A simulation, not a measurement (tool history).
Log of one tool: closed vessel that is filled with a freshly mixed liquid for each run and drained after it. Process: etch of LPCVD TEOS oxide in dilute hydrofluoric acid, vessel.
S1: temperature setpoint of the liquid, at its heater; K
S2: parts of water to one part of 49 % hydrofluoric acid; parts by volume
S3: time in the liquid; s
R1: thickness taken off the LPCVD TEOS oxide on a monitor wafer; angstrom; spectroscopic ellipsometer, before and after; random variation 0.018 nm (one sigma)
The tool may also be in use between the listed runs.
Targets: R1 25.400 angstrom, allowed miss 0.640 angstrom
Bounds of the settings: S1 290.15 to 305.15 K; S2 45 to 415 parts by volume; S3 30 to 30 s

run 1 hour=0.0 | S1=297.15 S2=230 S3=30 | R1=30.608
run 2 hour=5.0 | S1=297.15 S2=200 S3=30 | R1=36.622
run 3 hour=8.3 | S1=295.15 S2=205 S3=30 | R1=33.129
run 4 hour=9.1 | S1=295.15 S2=205 S3=30 | R1=33.161
run 5 hour=9.9 | S1=293.15 S2=205 S3=30 | R1=30.766
run 6 hour=12.1 | S1=292.15 S2=210 S3=30 | R1=29.053
run 7 hour=14.1 | S1=291.65 S2=215 S3=30 | R1=27.697
run 8 hour=20.6 | S1=291.15 S2=215 S3=30 | R1=26.942
run 9 hour=22.1 | S1=290.65 S2=215 S3=30 | R1=26.144

5 next moves are on the table. One of them brings every result within its allowed miss. Which?
run A hour=23.6 | S1=290.15 S2=220 S3=30 | R1=?
run B hour=23.6 | S1=290.15 S2=205 S3=30 | R1=?
run C hour=23.6 | S1=293.15 S2=225 S3=30 | R1=?
run D hour=23.6 | S1=291.65 S2=215 S3=30 | R1=?
run E hour=23.6 | S1=290.15 S2=210 S3=30 | R1=?

move=A R1=24.908
move=B R1=27.096
move=C R1=27.231
move=D R1=27.155
move=E R1=26.331
A: meets every target
B: further off than the last run
C: further off than the last run
D: further off than the last run
E: further off than the last run
Move A is the one to make.

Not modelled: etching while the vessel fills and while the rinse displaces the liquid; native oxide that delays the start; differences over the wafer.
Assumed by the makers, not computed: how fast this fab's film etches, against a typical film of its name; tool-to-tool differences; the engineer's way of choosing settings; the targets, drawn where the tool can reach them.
